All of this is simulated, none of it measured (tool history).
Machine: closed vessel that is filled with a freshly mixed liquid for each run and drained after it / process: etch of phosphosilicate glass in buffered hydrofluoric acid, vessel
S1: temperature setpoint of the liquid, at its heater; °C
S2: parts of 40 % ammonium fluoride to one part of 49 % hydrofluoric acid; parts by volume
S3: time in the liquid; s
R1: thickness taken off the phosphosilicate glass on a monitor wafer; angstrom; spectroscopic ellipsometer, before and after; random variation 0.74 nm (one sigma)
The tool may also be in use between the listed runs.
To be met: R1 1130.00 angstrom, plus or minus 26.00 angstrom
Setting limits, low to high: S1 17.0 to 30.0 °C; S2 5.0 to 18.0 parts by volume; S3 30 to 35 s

run 1 day=0.000 | S1=22.0 S2=11.0 S3=35 | R1=922.75
run 2 day=0.108 | S1=24.0 S2=11.0 S3=35 | R1=1037.60
run 3 day=0.133 | S1=24.0 S2=11.0 S3=30 | R1=898.46
run 4 day=0.275 | S1=24.0 S2=12.5 S3=30 | R1=783.25
run 5 day=0.471 | S1=26.0 S2=12.0 S3=30 | R1=909.92
run 6 day=0.612 | S1=27.5 S2=12.0 S3=30 | R1=989.68
run 7 day=0.662 | S1=28.5 S2=12.0 S3=30 | R1=1049.80
run 8 day=0.738 | S1=29.0 S2=12.0 S3=30 | R1=1075.70

Below are 4 possible settings for the next run. Only one of them brings all results inside the allowed miss of their targets. Which is it?
run A day=0.812 | S1=27.0 S2=13.0 S3=35 | R1=?
run B day=0.812 | S1=29.5 S2=13.5 S3=30 | R1=?
run C day=0.812 | S1=30.0 S2=12.0 S3=30 | R1=?
run D day=0.812 | S1=28.0 S2=12.5 S3=30 | R1=?

move=A R1=1052.20
move=B R1=992.63
move=C R1=1143.40
move=D R1=988.52
A: its largest miss is bigger than the last run's
B: its largest miss is bigger than the last run's
C: in spec on every target
D: its largest miss is bigger than the last run's
Move C is the one to make.
